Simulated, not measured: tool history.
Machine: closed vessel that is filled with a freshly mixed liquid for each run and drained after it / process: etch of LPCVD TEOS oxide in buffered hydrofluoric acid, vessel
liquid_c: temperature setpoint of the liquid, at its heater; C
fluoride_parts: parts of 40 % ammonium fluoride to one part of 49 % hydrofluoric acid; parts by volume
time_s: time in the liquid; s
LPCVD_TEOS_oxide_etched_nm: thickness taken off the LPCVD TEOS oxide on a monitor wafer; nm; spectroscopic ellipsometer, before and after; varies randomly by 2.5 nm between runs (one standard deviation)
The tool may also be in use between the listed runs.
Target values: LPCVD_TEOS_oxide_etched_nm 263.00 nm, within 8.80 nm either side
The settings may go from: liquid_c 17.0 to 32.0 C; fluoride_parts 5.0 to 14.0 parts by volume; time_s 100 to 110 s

| run | day | liquid_c | fluoride_parts | time_s | LPCVD_TEOS_oxide_etched_nm |
|---|---|---|---|---|---|
| 1 | 0.000 | 24.0 | 8.5 | 100 | 373.76 |
| 2 | 0.242 | 22.5 | 8.5 | 100 | 343.22 |
| 3 | 0.275 | 21.5 | 8.5 | 100 | 330.69 |
| 4 | 0.308 | 20.5 | 8.5 | 100 | 305.53 |
| 5 | 0.388 | 20.5 | 8.5 | 100 | 312.38 |
| 6 | 0.667 | 19.5 | 8.5 | 100 | 292.95 |
| 7 | 0.900 | 19.0 | 8.5 | 100 | 289.07 |
| 8 | 1.046 | 19.0 | 8.5 | 100 | 286.11 |
| 9 | 1.262 | 18.5 | 8.5 | 100 | 275.97 |

Pick the move, out of 5, that brings all results within their allowed miss; only one does.
| A | 1.479 | 18.5 | 9.0 | 100 | ? |
| B | 1.479 | 18.0 | 8.0 | 100 | ? |
| C | 1.479 | 17.5 | 9.5 | 105 | ? |
| D | 1.479 | 20.0 | 9.0 | 100 | ? |
| E | 1.479 | 19.0 | 8.5 | 100 | ? |

| move | LPCVD_TEOS_oxide_etched_nm |
|---|---|
| A | 258.28 |
| B | 285.32 |
| C | 247.66 |
| D | 281.01 |
| E | 282.69 |
A: in spec on every target
B: the biggest miss grows against the last run
C: carries the result that was furthest off beyond its target, to the other side
D: the biggest miss grows against the last run
E: the biggest miss grows against the last run
Correct choice: A, which meets every target
